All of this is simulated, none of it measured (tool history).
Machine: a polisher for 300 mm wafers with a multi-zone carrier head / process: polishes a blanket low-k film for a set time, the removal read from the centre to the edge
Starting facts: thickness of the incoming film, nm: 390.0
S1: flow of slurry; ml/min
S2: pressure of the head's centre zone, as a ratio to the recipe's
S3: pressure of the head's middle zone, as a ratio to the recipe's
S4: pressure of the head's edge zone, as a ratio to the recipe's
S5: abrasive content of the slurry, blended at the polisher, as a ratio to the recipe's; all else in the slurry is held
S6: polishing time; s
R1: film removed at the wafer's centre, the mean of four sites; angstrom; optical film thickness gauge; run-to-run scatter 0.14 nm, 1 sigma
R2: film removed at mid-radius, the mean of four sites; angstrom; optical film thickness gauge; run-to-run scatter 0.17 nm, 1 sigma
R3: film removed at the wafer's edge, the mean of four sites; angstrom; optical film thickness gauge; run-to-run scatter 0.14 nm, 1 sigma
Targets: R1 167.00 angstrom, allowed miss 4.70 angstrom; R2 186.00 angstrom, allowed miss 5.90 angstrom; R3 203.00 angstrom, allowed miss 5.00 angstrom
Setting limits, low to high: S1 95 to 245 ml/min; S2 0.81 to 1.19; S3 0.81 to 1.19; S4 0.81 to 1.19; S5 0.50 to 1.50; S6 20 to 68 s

run  hour   S1    S2    S3    S4    S5  S6      R1      R2      R3
  1   0.0  155  1.00  1.00  1.00  1.00  44  137.30  153.19  152.45
  2   0.9  165  1.00  1.00  1.05  1.10  44  145.30  162.61  165.68
  3   2.7  165  1.00  1.00  1.11  1.10  44  147.42  161.87  170.34
  4   7.5  165  1.00  1.00  1.11  1.10  35  117.47  130.94  135.78
  5  10.7  170  1.00  1.00  1.13  1.20  37  131.29  145.70  152.33
  6  17.0  170  1.00  0.93  1.13  1.20  37  129.88  136.23  154.75
  7  17.7  180  0.99  0.94  1.14  1.30  38  136.96  147.59  163.68
     25.6  -- centre zone pressure recalibrated
  8  25.6  175  0.99  0.95  1.15  1.35  40  164.96  159.69  175.86
  9  31.4  190  0.97  0.95  1.16  1.35  41  168.44  163.23  184.15

Which of these 4 next moves meets every target?
  A  37.2  120  0.85  0.83  1.18  1.05  57   ?   ?   ?
  B  37.2  190  0.92  0.97  1.16  1.15  47   ?   ?   ?
  C  37.2  135  0.98  1.09  1.05  0.90  53   ?   ?   ?
  D  37.2  185  0.87  0.96  1.13  1.25  48   ?   ?   ?

move      R1      R2      R3
   A  164.61  165.83  213.95
   B  167.38  175.42  193.07
   C  163.50  178.39  171.17
   D  168.02  184.83  202.61
A: closes in on the targets versus the last run, not all within tolerance yet
B: closes in on the targets versus the last run, not all within tolerance yet
C: misses by more than the last run did
D: hits every target within its allowed miss
D meets every target.
